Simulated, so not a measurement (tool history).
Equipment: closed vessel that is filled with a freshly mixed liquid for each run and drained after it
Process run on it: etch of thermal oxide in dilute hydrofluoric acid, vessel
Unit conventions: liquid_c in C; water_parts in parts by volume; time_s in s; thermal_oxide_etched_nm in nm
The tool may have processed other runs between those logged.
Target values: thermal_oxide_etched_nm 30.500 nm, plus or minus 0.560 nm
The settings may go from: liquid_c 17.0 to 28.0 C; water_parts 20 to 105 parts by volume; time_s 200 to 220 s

run  hour  liquid_c  water_parts  time_s  thermal_oxide_etched_nm
  1   0.0      20.0           55     200                   14.287
  2   2.2      22.5           50     200                   17.556
  3   6.0      22.5           40     200                   22.176
  4  12.0      22.5           40     220                   24.427
  5  15.9      20.0           40     220                   21.950
  6  20.6      23.5           40     220                   25.322
  7  27.3      25.0           40     220                   27.176
  8  34.0      26.0           40     220                   28.432
  9  40.9      26.5           40     220                   28.916
 10  47.5      26.5           40     220                   28.897

Of the 4 settings listed for the next run, only one would bring every result within its allowed miss of target. Which one?
  A  54.1      24.5           35     200                        ?
  B  54.1      25.0           40     220                        ?
  C  54.1      28.0           45     220                        ?
  D  54.1      28.0           40     220                        ?

move  thermal_oxide_etched_nm
   A                   27.978
   B                   27.304
   C                   27.220
   D                   30.850
A: moves away from the targets compared with the last run
B: moves away from the targets compared with the last run
C: moves away from the targets compared with the last run
D: in spec on every target
Go with D: it meets all targets.
